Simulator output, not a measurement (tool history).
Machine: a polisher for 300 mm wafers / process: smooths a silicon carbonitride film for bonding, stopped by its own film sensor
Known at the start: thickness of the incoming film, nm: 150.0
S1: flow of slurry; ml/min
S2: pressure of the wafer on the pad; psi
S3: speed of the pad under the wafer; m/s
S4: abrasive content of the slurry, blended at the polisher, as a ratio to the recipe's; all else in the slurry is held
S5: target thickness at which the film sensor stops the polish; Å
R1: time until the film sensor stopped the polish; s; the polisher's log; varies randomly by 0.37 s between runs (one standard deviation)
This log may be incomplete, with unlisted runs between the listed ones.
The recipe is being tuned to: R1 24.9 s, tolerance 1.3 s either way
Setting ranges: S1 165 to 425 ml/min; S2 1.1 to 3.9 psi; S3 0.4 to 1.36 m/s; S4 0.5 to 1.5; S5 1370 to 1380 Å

| run | hour | S1 | S2 | S3 | S4 | S5 | R1 |
|---|---|---|---|---|---|---|---|
| 1 | 0 | 275 | 2.5 | 0.88 | 1 | 1370 | 47.549 |
| 2 | 1.3 | 275 | 2.7 | 0.9 | 1 | 1370 | 43.48 |
| 3 | 8.4 | 275 | 2.8 | 0.92 | 1 | 1370 | 42.526 |
| 4 | 14.1 | 235 | 2.8 | 0.92 | 1 | 1370 | 43.068 |
| 5 | 20.6 | 275 | 2.8 | 0.92 | 1 | 1370 | 42.527 |
| 6 | 22.3 | 275 | 2.9 | 0.96 | 1 | 1370 | 39.605 |
| 7 | 28.5 | 275 | 3 | 0.98 | 1 | 1370 | 37.487 |
| 8 | 37.4 | 275 | 3.1 | 1 | 1 | 1370 | 36.604 |
| 9 | 38.5 | 275 | 3.2 | 1.02 | 1 | 1370 | 33.893 |
| 10 | 47.5 | 275 | 3.3 | 1.04 | 1 | 1370 | 31.306 |
| 11 | 56 | 275 | 3.4 | 1.04 | 1 | 1370 | 30.692 |
| 12 | 63.7 | 275 | 3.5 | 1.04 | 1 | 1370 | 29.751 |
| 13 | 66 | 275 | 3.7 | 1.06 | 1 | 1370 | 28.758 |
| 14 | 72.6 | 275 | 3.8 | 1.1 | 1 | 1370 | 27.005 |

Of the 5 settings listed for the next run, only one would bring every result within its allowed miss of target. Which one?
| A | 79.2 | 240 | 3.6 | 1.02 | 0.95 | 1380 | ? |
| B | 79.2 | 340 | 3.9 | 1.12 | 1 | 1370 | ? |
| C | 79.2 | 265 | 3.6 | 1.08 | 0.95 | 1370 | ? |
| D | 79.2 | 270 | 3.5 | 1.1 | 0.95 | 1370 | ? |
| E | 79.2 | 300 | 3.8 | 0.92 | 1.1 | 1370 | ? |

| move | R1 |
|---|---|
| A | 28.398 |
| B | 24.95 |
| C | 29.167 |
| D | 29.504 |
| E | 28.635 |
A: its largest miss is bigger than the last run's
B: every result within its allowed miss
C: its largest miss is bigger than the last run's
D: its largest miss is bigger than the last run's
E: its largest miss is bigger than the last run's
Answer: B
